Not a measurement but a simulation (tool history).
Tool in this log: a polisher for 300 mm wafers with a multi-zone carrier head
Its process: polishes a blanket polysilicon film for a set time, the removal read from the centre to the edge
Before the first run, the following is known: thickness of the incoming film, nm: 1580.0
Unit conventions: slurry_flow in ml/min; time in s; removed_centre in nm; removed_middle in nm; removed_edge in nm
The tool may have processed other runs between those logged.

Run 1, hour 0: slurry_flow 195 ml/min, centre_zone 1, middle_zone 1, edge_zone 1, time 51 s. Result: removed_centre 540.28 nm, removed_middle 539.19 nm, removed_edge 561.64 nm.
Run 2, hour 3.2: slurry_flow 185 ml/min, centre_zone 0.98, middle_zone 0.97, edge_zone 0.98, time 47 s. Result: removed_centre 491.4 nm, removed_middle 483.12 nm, removed_edge 501.89 nm.
Run 3, hour 9.1: slurry_flow 185 ml/min, centre_zone 1.01, middle_zone 0.97, edge_zone 0.98, time 47 s. Result: removed_centre 500.53 nm, removed_middle 485.51 nm, removed_edge 500.36 nm.
Run 4, hour 14.8: slurry_flow 185 ml/min, centre_zone 1.09, middle_zone 0.97, edge_zone 0.98, time 47 s. Result: removed_centre 542.1 nm, removed_middle 481.5 nm, removed_edge 493.24 nm.
Run 5, hour 21.5: slurry_flow 175 ml/min, centre_zone 1.05, middle_zone 0.95, edge_zone 0.98, time 44 s. Result: removed_centre 481.55 nm, removed_middle 438.26 nm, removed_edge 463.13 nm.
Run 6, hour 29.7: slurry_flow 165 ml/min, centre_zone 1.02, middle_zone 0.93, edge_zone 0.97, time 42 s. Result: removed_centre 443.23 nm, removed_middle 411.53 nm, removed_edge 440.42 nm.
Run 7, hour 38.5: slurry_flow 160 ml/min, centre_zone 0.99, middle_zone 0.91, edge_zone 0.96, time 40 s. Result: removed_centre 404.6 nm, removed_middle 380.38 nm, removed_edge 416.97 nm.
Run 8, hour 41.4: slurry_flow 160 ml/min, centre_zone 0.99, middle_zone 0.91, edge_zone 0.96, time 40 s. Result: removed_centre 400.85 nm, removed_middle 376.94 nm, removed_edge 421.93 nm.
Run 9, hour 42.2: slurry_flow 160 ml/min, centre_zone 0.99, middle_zone 0.91, edge_zone 0.96, time 40 s. Result: removed_centre 404.76 nm, removed_middle 382.2 nm, removed_edge 403.12 nm.
Run 10, hour 49.4: slurry_flow 155 ml/min, centre_zone 0.97, middle_zone 0.89, edge_zone 0.97, time 39 s. Result: removed_centre 384.99 nm, removed_middle 364.11 nm, removed_edge 400.9 nm.
Run 11, hour 56.5: slurry_flow 150 ml/min, centre_zone 0.95, middle_zone 0.88, edge_zone 0.96, time 38 s. Result: removed_centre 360.72 nm, removed_middle 346.39 nm, removed_edge 383.36 nm.
Run 12, hour 62.3: slurry_flow 145 ml/min, centre_zone 0.93, middle_zone 0.87, edge_zone 0.96, time 38 s. Result: removed_centre 355.77 nm, removed_middle 341.94 nm, removed_edge 380.87 nm.
Run 13, hour 68.4: slurry_flow 140 ml/min, centre_zone 0.91, middle_zone 0.86, edge_zone 0.96, time 37 s. Result: removed_centre 334.05 nm, removed_middle 327.73 nm, removed_edge 375.1 nm.
Run 14, hour 77.2: slurry_flow 135 ml/min, centre_zone 0.9, middle_zone 0.85, edge_zone 0.95, time 37 s. Result: removed_centre 330.05 nm, removed_middle 318.86 nm, removed_edge 367.54 nm.
At hour 83: worn pad replaced by a new one.
Run 15, hour 83: slurry_flow 135 ml/min, centre_zone 0.89, middle_zone 0.85, edge_zone 0.94, time 37 s. Result: removed_centre 347.62 nm, removed_middle 348.24 nm, removed_edge 396.22 nm.
Run 16, hour 83.8: slurry_flow 135 ml/min, centre_zone 0.89, middle_zone 0.86, edge_zone 0.96, time 37 s. Result: removed_centre 351.72 nm, removed_middle 352.03 nm, removed_edge 402.37 nm.

Run 17 is up next; what results do you expect?
Run 17, hour 86: slurry_flow 120 ml/min, centre_zone 0.85, middle_zone 0.81, edge_zone 0.89, time 28 s. Result: removed_centre ?, removed_middle ?, removed_edge ?.

For run 17 the tool returned removed_centre 243.17 nm, removed_middle 249.02 nm, removed_edge 294.98 nm.
